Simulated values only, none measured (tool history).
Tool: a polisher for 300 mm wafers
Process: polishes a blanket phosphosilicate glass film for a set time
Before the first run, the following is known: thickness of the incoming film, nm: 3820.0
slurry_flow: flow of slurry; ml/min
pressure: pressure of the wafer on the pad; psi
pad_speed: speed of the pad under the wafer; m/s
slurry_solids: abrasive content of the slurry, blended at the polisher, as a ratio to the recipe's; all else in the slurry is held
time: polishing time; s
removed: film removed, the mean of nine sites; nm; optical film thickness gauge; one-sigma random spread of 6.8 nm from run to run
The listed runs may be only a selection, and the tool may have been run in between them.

{"run": 1, "day": 0.0, "slurry_flow": 235, "pressure": 3.0, "pad_speed": 1.26, "slurry_solids": 1.0, "time": 38, "removed": 257.08}
{"run": 2, "day": 0.1, "slurry_flow": 235, "pressure": 3.3, "pad_speed": 1.3, "slurry_solids": 1.0, "time": 38, "removed": 273.44}
{"run": 3, "day": 0.442, "slurry_flow": 235, "pressure": 3.5, "pad_speed": 1.4, "slurry_solids": 1.0, "time": 38, "removed": 306.89}
{"run": 4, "day": 0.554, "slurry_flow": 235, "pressure": 3.5, "pad_speed": 1.4, "slurry_solids": 1.0, "time": 38, "removed": 297.97}
{"run": 5, "day": 0.871, "slurry_flow": 235, "pressure": 3.7, "pad_speed": 1.5, "slurry_solids": 1.0, "time": 38, "removed": 326.33}
{"run": 6, "day": 1.167, "slurry_flow": 235, "pressure": 3.9, "pad_speed": 1.58, "slurry_solids": 1.0, "time": 38, "removed": 340.2}
{"day": 1.325, "done": "conditioning disc replaced and pad reconditioned"}
{"run": 7, "day": 1.325, "slurry_flow": 245, "pressure": 4.6, "pad_speed": 1.94, "slurry_solids": 1.15, "time": 38, "removed": 713.73}
{"run": 8, "day": 1.679, "slurry_flow": 245, "pressure": 4.4, "pad_speed": 1.94, "slurry_solids": 1.15, "time": 38, "removed": 663.2}
{"run": 9, "day": 2.021, "slurry_flow": 245, "pressure": 3.6, "pad_speed": 1.88, "slurry_solids": 1.15, "time": 38, "removed": 544.7}

Estimate the outcome of run 10 from the log above:
{"run": 10, "day": 2.292, "slurry_flow": 245, "pressure": 3.0, "pad_speed": 1.82, "slurry_solids": 1.15, "time": 38, "removed": "?"}

Run 10 gave removed 449.32 nm.
